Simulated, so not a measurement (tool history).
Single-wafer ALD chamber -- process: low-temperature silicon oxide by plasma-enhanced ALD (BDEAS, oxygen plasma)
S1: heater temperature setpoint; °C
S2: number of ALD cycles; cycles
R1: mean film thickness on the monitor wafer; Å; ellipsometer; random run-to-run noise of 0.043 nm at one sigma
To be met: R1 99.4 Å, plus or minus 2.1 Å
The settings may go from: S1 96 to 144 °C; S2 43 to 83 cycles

run  hour   S1  S2      R1
  1     0  120  63  86.672
  2   4.7  126  63  85.955
  3    12  126  64  86.993
  4  18.6  126  59  81.064
  5  23.9  126  61  83.341
  6  27.3  135  61  81.911
  7  32.4  134  62  82.974
  8  37.5  133  63  84.808
  9  43.1  133  64  86.809
 10  50.6  133  65   87.72
 11  58.1  133  66  88.947
 12    67  133  67  89.744
 13  70.9  133  68   91.31
 14  73.6  133  69  93.492
 15  79.4  131  71  95.977

5 candidate next runs follow, results not yet known. Just one meets every target within its allowed miss. Identify it.
  A  85.2  124  76   ?
  B  85.2  143  78   ?
  C  85.2  127  76   ?
  D  85.2  129  76   ?
  E  85.2  139  74   ?

move      R1
   A  104.36
   B  103.73
   C  103.84
   D   103.5
   E  99.087
A: the result that was furthest off in the last run now lies on the other side of its target
B: the result that was furthest off in the last run now lies on the other side of its target
C: the result that was furthest off in the last run now lies on the other side of its target
D: the result that was furthest off in the last run now lies on the other side of its target
E: in spec on every target
E is the move that brings every result within its allowed miss.

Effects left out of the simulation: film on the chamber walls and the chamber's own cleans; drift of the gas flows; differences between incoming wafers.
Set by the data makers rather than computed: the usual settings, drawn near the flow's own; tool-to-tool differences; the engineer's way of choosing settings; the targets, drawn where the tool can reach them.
